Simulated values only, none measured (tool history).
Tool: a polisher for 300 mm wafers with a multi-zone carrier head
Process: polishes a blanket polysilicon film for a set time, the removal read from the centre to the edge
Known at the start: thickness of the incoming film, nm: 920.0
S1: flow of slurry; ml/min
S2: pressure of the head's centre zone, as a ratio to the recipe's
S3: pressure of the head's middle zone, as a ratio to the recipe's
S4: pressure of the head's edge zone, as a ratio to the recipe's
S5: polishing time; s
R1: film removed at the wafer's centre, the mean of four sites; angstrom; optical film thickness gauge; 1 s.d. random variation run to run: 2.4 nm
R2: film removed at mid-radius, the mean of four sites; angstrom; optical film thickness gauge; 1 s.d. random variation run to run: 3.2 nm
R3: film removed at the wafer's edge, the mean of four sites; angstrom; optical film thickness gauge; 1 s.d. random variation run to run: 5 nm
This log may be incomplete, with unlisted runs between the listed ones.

Run 1, day 0.000: S1 265 ml/min, S2 1.00, S3 1.00, S4 1.00, S5 55 s. Result: R1 3352.0 angstrom, R2 3352.0 angstrom, R3 3332.3 angstrom.
Run 2, day 0.346: S1 285 ml/min, S2 1.02, S3 1.04, S4 1.01, S5 56 s. Result: R1 3527.1 angstrom, R2 3499.3 angstrom, R3 3322.1 angstrom.
Run 3, day 0.592: S1 285 ml/min, S2 1.02, S3 1.07, S4 1.01, S5 58 s. Result: R1 3666.8 angstrom, R2 3783.9 angstrom, R3 3448.5 angstrom.
Run 4, day 0.683: S1 285 ml/min, S2 1.02, S3 1.07, S4 1.08, S5 58 s. Result: R1 3640.1 angstrom, R2 3822.1 angstrom, R3 3633.9 angstrom.
Run 5, day 0.942: S1 285 ml/min, S2 1.02, S3 1.07, S4 1.13, S5 58 s. Result: R1 3651.9 angstrom, R2 3758.4 angstrom, R3 3753.3 angstrom.
Run 6, day 1.254: S1 320 ml/min, S2 1.02, S3 1.07, S4 1.13, S5 58 s. Result: R1 3661.9 angstrom, R2 3807.9 angstrom, R3 3759.0 angstrom.
Run 7, day 1.308: S1 325 ml/min, S2 1.03, S3 1.10, S4 1.12, S5 58 s. Result: R1 3695.8 angstrom, R2 3903.0 angstrom, R3 3676.1 angstrom.
Run 8, day 1.417: S1 325 ml/min, S2 1.04, S3 1.12, S4 1.12, S5 58 s. Result: R1 3764.5 angstrom, R2 3960.0 angstrom, R3 3689.2 angstrom.

Run 9, settings as shown, results not yet in. Your forecast:
Run 9, day 1.488: S1 325 ml/min, S2 1.04, S3 1.12, S4 1.12, S5 58 s. Result: R1 ?, R2 ?, R3 ?.

{"run 9": {"R1": 3768.6, "R2": 3958.1, "R3": 3577.4}}
